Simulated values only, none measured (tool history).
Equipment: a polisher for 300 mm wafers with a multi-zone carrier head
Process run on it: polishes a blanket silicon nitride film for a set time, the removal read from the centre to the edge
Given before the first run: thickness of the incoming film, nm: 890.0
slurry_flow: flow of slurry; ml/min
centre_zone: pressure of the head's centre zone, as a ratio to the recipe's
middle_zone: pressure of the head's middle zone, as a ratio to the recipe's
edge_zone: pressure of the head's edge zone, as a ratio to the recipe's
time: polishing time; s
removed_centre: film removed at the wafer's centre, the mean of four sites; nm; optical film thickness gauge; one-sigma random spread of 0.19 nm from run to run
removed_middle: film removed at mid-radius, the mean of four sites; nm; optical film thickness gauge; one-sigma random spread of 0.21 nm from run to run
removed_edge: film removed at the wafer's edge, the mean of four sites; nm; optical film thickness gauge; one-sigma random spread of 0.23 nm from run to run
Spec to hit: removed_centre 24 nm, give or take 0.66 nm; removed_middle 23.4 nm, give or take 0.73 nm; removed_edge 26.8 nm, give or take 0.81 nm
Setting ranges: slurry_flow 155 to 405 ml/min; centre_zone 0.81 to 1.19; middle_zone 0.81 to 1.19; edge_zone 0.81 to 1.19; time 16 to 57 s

| run | hour | slurry_flow | centre_zone | middle_zone | edge_zone | time | removed_centre | removed_middle | removed_edge |
|---|---|---|---|---|---|---|---|---|---|
| 1 | 0 | 260 | 1 | 1 | 1 | 36 | 53.409 | 52.995 | 53.402 |
| 2 | 1.8 | 310 | 1 | 1 | 1 | 36 | 54.842 | 54.437 | 54.083 |
| 3 | 10.7 | 270 | 0.96 | 0.95 | 0.95 | 31 | 43.896 | 44.33 | 45.193 |
| 4 | 17.6 | 270 | 0.96 | 0.95 | 0.95 | 25 | 35.768 | 35.897 | 36.406 |
| 5 | 19 | 270 | 0.99 | 0.95 | 0.95 | 25 | 36.671 | 35.503 | 36.229 |
| 6 | 20.1 | 270 | 0.99 | 0.95 | 0.95 | 28 | 41.709 | 40.359 | 40.454 |
| 7 | 26.7 | 245 | 0.97 | 0.92 | 0.95 | 25 | 35.17 | 34.812 | 36.216 |
| 8 | 33 | 235 | 0.96 | 0.89 | 0.95 | 23 | 32.489 | 31.172 | 33.503 |
| 9 | 33.6 | 225 | 0.94 | 0.87 | 0.95 | 21 | 28.466 | 27.643 | 30.422 |
| 10 | 34.4 | 220 | 0.93 | 0.86 | 0.94 | 20 | 26.694 | 26.014 | 28.685 |
| 11 | 37.2 | 210 | 0.92 | 0.85 | 0.93 | 20 | 26.201 | 25.45 | 28.474 |
| 12 | 45.5 | 200 | 0.91 | 0.84 | 0.92 | 20 | 25.678 | 25.431 | 27.714 |
| 13 | 49.9 | 195 | 0.91 | 0.83 | 0.93 | 20 | 25.808 | 24.924 | 28.663 |
| 14 | 55.7 | 190 | 0.9 | 0.82 | 0.92 | 20 | 25.457 | 24.595 | 28.042 |
| 15 | 62.5 | 185 | 0.9 | 0.82 | 0.92 | 20 | 25.023 | 24.295 | 27.89 |
| 16 | 68.5 | 180 | 0.9 | 0.82 | 0.91 | 20 | 24.877 | 24.113 | 27.113 |
| 17 | 71.7 | 180 | 0.9 | 0.82 | 0.91 | 20 | 24.987 | 24.086 | 27.271 |
| 18 | 73.3 | 180 | 0.9 | 0.82 | 0.91 | 20 | 25.211 | 24.714 | 27.683 |
| 19 | 81.3 | 165 | 0.9 | 0.81 | 0.93 | 18 | 22.016 | 21.318 | 24.765 |
| 20 | 84.1 | 175 | 0.9 | 0.81 | 0.93 | 18 | 22.048 | 21.646 | 25.173 |
| 21 | 90.6 | 185 | 0.9 | 0.81 | 0.93 | 18 | 22.387 | 22.042 | 24.719 |
| 22 | 97.7 | 180 | 0.91 | 0.82 | 0.94 | 18 | 22.783 | 22.267 | 24.595 |
| 23 | 105.8 | 190 | 0.91 | 0.82 | 0.94 | 18 | 23.15 | 22.265 | 25.234 |
| 24 | 111.7 | 190 | 0.91 | 0.82 | 0.94 | 18 | 22.762 | 22.288 | 25.307 |

Which one of the following 4 next-run settings gets every result inside its allowed miss? There is exactly one.
| A | 117.6 | 185 | 0.91 | 0.84 | 0.98 | 19 | ? | ? | ? |
| B | 117.6 | 200 | 0.86 | 0.93 | 0.91 | 18 | ? | ? | ? |
| C | 117.6 | 185 | 0.81 | 0.85 | 1.01 | 20 | ? | ? | ? |
| D | 117.6 | 195 | 0.84 | 0.81 | 0.93 | 19 | ? | ? | ? |

| move | removed_centre | removed_middle | removed_edge |
|---|---|---|---|
| A | 24.126 | 23.614 | 27.066 |
| B | 21.898 | 24.417 | 24.96 |
| C | 22.583 | 25.084 | 28.904 |
| D | 22.458 | 23.202 | 26.576 |
A: every result lands within tolerance
B: lands further from the targets than the last run did
C: lands further from the targets than the last run did
D: lands further from the targets than the last run did
The move that meets every target is A.

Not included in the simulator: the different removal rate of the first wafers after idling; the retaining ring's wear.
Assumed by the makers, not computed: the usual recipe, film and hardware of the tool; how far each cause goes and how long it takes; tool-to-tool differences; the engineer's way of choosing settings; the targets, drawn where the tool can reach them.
